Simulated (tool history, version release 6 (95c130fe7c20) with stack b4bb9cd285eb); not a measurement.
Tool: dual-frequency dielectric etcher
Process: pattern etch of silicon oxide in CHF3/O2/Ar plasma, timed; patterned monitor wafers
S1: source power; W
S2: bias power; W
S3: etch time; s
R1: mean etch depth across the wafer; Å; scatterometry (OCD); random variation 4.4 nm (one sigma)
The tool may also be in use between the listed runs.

run,hour,S1,S2,S3,R1
1,0,910,154,368,8221.8
2,4.9,960,156,368,8442.2
3,11.9,960,178,368,8602
4,20.3,990,180,368,8760.5
5,28.3,990,180,338.5,8098.2
6,31,1040,184,342,8282.6
7,38.1,1060,189,348,8565.2
8,42,1090,192,349.5,8769.8

Run 9 comes next. What will it give?
9,48.8,1110,193,350,?

R1: 8829.8 Å

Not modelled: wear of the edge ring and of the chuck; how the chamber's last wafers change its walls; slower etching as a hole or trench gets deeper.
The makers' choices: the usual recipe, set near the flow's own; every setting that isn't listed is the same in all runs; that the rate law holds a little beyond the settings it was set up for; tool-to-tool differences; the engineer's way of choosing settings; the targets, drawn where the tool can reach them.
